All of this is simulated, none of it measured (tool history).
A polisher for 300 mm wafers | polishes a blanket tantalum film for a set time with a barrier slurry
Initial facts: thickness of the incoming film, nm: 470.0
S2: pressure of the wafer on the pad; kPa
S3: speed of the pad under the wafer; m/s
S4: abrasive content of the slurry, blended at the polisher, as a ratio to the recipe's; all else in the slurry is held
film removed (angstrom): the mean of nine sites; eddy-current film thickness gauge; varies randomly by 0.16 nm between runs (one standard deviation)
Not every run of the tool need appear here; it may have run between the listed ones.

{"run": 1, "hour": 0.0, "flow of slurry (ml/min)": 265, "S2": 16.5, "S3": 1.1, "S4": 1, "polishing time (s)": 28, "film removed (angstrom)": 588.71}
{"run": 2, "hour": 4.1, "flow of slurry (ml/min)": 230, "S2": 16.5, "S3": 1.1, "S4": 1, "polishing time (s)": 28, "film removed (angstrom)": 573.02}
{"run": 3, "hour": 11.5, "flow of slurry (ml/min)": 230, "S2": 16.5, "S3": 1.1, "S4": 1, "polishing time (s)": 25, "film removed (angstrom)": 515.59}
{"run": 4, "hour": 19.1, "flow of slurry (ml/min)": 230, "S2": 16.5, "S3": 1.32, "S4": 1, "polishing time (s)": 25, "film removed (angstrom)": 608.56}
{"run": 5, "hour": 23.0, "flow of slurry (ml/min)": 220, "S2": 14.5, "S3": 1.12, "S4": 0.95, "polishing time (s)": 25, "film removed (angstrom)": 448.55}
{"run": 6, "hour": 26.7, "flow of slurry (ml/min)": 210, "S2": 13.1, "S3": 1, "S4": 0.95, "polishing time (s)": 25, "film removed (angstrom)": 363.47}
{"run": 7, "hour": 30.8, "flow of slurry (ml/min)": 200, "S2": 11.7, "S3": 0.92, "S4": 0.95, "polishing time (s)": 25, "film removed (angstrom)": 299.32}
{"run": 8, "hour": 37.5, "flow of slurry (ml/min)": 195, "S2": 11, "S3": 0.88, "S4": 0.95, "polishing time (s)": 25, "film removed (angstrom)": 270.45}
{"run": 9, "hour": 44.7, "flow of slurry (ml/min)": 190, "S2": 10.3, "S3": 0.86, "S4": 0.95, "polishing time (s)": 25, "film removed (angstrom)": 249.23}

Run 10, settings as shown, results not yet in. Your forecast:
{"run": 10, "hour": 52.9, "flow of slurry (ml/min)": 185, "S2": 9.7, "S3": 0.84, "S4": 0.95, "polishing time (s)": 25, "film removed (angstrom)": "?"}

{"run 10": {"film removed (angstrom)": 223}}

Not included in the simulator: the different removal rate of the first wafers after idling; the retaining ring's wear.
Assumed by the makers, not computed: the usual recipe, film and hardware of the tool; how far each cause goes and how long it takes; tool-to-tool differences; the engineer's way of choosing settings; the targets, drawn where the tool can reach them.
